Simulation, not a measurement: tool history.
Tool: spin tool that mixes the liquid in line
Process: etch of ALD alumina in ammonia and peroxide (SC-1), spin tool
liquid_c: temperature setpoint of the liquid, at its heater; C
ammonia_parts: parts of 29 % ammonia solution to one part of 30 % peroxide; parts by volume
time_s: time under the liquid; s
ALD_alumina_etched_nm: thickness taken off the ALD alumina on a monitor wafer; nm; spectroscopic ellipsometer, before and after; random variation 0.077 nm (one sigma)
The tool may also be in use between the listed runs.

run  hour  liquid_c  ammonia_parts  time_s  ALD_alumina_etched_nm
  1   0.0      63.0           1.00      55                 7.7849
  2   4.5      63.0           1.20      55                 7.9465
  3   5.9      57.0           1.20      55                 5.8070
  4   8.4      58.5           1.20      55                 6.3617
  5  16.5      58.5           1.05      55                 6.3043
  6  22.8      60.0           1.05      55                 6.7460
  7  27.7      61.5           1.05      55                 7.2423
  8  34.7      62.5           1.05      55                 7.5864
  9  42.2      69.0           1.05      55                10.5080
 10  44.3      69.0           1.05      55                10.5350

Forecast run 11:
 11  46.9      69.0           1.05      55                      ?

{"run 11": {"ALD_alumina_etched_nm": 10.524}}
